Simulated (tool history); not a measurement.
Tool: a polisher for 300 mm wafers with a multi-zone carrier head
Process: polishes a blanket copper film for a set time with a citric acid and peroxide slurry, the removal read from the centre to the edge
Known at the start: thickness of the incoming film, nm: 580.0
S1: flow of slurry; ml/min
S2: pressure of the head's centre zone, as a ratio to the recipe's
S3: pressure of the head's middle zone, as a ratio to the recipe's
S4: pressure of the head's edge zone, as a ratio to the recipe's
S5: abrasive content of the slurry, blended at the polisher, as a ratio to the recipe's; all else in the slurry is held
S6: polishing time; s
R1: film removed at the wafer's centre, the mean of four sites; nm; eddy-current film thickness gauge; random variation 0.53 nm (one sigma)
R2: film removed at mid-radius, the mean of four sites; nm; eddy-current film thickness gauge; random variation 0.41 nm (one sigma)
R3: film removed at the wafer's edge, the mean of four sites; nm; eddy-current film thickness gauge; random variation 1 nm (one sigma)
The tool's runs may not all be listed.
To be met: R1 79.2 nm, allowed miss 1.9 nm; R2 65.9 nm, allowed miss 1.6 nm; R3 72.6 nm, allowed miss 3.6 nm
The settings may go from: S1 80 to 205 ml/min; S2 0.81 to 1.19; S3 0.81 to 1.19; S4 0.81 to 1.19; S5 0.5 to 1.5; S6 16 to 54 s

{"run": 1, "hour": 0.0, "S1": 135, "S2": 1, "S3": 1, "S4": 1, "S5": 1, "S6": 35, "R1": 57.968, "R2": 57.004, "R3": 60.479}
{"run": 2, "hour": 1.7, "S1": 150, "S2": 1.05, "S3": 1.01, "S4": 1.05, "S5": 1.05, "S6": 35, "R1": 62.503, "R2": 59.639, "R3": 61.486}
{"run": 3, "hour": 3.4, "S1": 150, "S2": 1.05, "S3": 1.01, "S4": 0.97, "S5": 1.05, "S6": 35, "R1": 62.307, "R2": 59.581, "R3": 59.966}
{"run": 4, "hour": 10.1, "S1": 150, "S2": 1.05, "S3": 1.01, "S4": 1.03, "S5": 1.05, "S6": 35, "R1": 62.323, "R2": 59.024, "R3": 62.152}
{"run": 5, "hour": 17.9, "S1": 160, "S2": 1.09, "S3": 1.01, "S4": 1.07, "S5": 1.15, "S6": 35, "R1": 66.087, "R2": 60.886, "R3": 63.293}
{"run": 6, "hour": 19.5, "S1": 160, "S2": 1.09, "S3": 1.01, "S4": 1.01, "S5": 1.15, "S6": 35, "R1": 66.368, "R2": 60.297, "R3": 62.458}
{"hour": 23.2, "done": "slurry nozzle cleaned"}
{"run": 7, "hour": 23.2, "S1": 165, "S2": 1.11, "S3": 1, "S4": 1.04, "S5": 1.25, "S6": 35, "R1": 72.825, "R2": 64.518, "R3": 66.797}
{"run": 8, "hour": 31.4, "S1": 190, "S2": 1.13, "S3": 0.94, "S4": 1.13, "S5": 1.2, "S6": 35, "R1": 74.764, "R2": 62.539, "R3": 69.592}

5 next moves are on the table. One of them brings every result within its allowed miss. Which?
{"run": "A", "hour": 39.6, "S1": 205, "S2": 1.16, "S3": 0.97, "S4": 1.16, "S5": 1.3, "S6": 35, "R1": "?", "R2": "?", "R3": "?"}
{"run": "B", "hour": 39.6, "S1": 205, "S2": 1.14, "S3": 1.06, "S4": 1.12, "S5": 1.2, "S6": 33, "R1": "?", "R2": "?", "R3": "?"}
{"run": "C", "hour": 39.6, "S1": 190, "S2": 1.14, "S3": 0.95, "S4": 1.12, "S5": 1.25, "S6": 33, "R1": "?", "R2": "?", "R3": "?"}
{"run": "D", "hour": 39.6, "S1": 180, "S2": 1, "S3": 0.9, "S4": 1.17, "S5": 1.3, "S6": 37, "R1": "?", "R2": "?", "R3": "?"}
{"run": "E", "hour": 39.6, "S1": 205, "S2": 1.12, "S3": 1.09, "S4": 1.06, "S5": 1.15, "S6": 33, "R1": "?", "R2": "?", "R3": "?"}

move=A R1=79.265 R2=65.871 R3=72.838
move=B R1=72.742 R2=66.123 R3=66.729
move=C R1=72.296 R2=60.032 R3=66.736
move=D R1=72.202 R2=64.273 R3=76.327
move=E R1=71.184 R2=67.288 R3=64.763
A: meets every target
B: further off than the last run
C: further off than the last run
D: further off than the last run
E: further off than the last run
Move A is the one to make.

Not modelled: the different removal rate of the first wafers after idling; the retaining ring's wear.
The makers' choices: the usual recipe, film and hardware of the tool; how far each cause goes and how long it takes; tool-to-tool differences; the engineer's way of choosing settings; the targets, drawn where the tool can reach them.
